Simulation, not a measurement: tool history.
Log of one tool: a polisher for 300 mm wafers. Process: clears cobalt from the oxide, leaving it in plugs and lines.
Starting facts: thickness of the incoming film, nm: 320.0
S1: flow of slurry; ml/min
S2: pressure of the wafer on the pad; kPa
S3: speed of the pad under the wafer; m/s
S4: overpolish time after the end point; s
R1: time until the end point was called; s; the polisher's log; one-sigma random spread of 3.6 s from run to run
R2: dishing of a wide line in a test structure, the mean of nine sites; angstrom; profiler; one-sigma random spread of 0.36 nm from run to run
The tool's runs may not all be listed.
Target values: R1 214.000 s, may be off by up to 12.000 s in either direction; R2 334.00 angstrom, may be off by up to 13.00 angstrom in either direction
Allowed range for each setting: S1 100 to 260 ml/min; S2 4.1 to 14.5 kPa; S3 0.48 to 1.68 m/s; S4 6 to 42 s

run,day,S1,S2,S3,S4,R1,R2
1,0.000,165,9.0,1.08,21,91.892,370.15
2,0.046,165,9.0,1.08,13,92.859,286.65
3,0.167,130,9.0,1.08,13,93.900,280.85
4,0.492,130,9.0,1.08,16,94.637,322.42
# day 0.554: worn pad replaced by a new one
5,0.554,130,11.0,1.08,16,75.615,364.07
6,0.771,130,9.7,1.08,16,84.032,342.57
7,1.108,135,8.3,0.98,20,103.590,345.30
8,1.196,135,6.9,0.84,22,137.730,308.93
9,1.458,125,4.1,0.68,32,239.270,284.14
10,1.612,125,4.1,0.68,33,238.790,287.31
11,1.717,125,4.1,0.68,34,239.100,293.68
12,1.838,125,4.1,0.68,35,236.810,296.14
13,1.967,125,4.1,0.68,36,236.260,305.56
14,2.262,125,4.1,0.68,37,237.630,307.42
15,2.454,125,4.1,0.68,38,243.360,311.67

Next run, 4 choices. One meets every target within its allowed miss, the rest don't. Which?
A,2.646,150,5.5,0.60,38,?,?
B,2.646,120,4.8,0.68,34,?,?
C,2.646,100,4.8,0.66,36,?,?
D,2.646,115,4.8,0.78,35,?,?

move,R1,R2
A,214.430,336.48
B,218.630,311.50
C,236.790,307.42
D,193.880,338.67
A: each result inside its tolerance
B: gets the furthest-off result to its target, but another result is out of tolerance
C: moves toward the targets from the last run without getting all of them in spec
D: the result that was furthest off in the last run now lies on the other side of its target
A meets every target.

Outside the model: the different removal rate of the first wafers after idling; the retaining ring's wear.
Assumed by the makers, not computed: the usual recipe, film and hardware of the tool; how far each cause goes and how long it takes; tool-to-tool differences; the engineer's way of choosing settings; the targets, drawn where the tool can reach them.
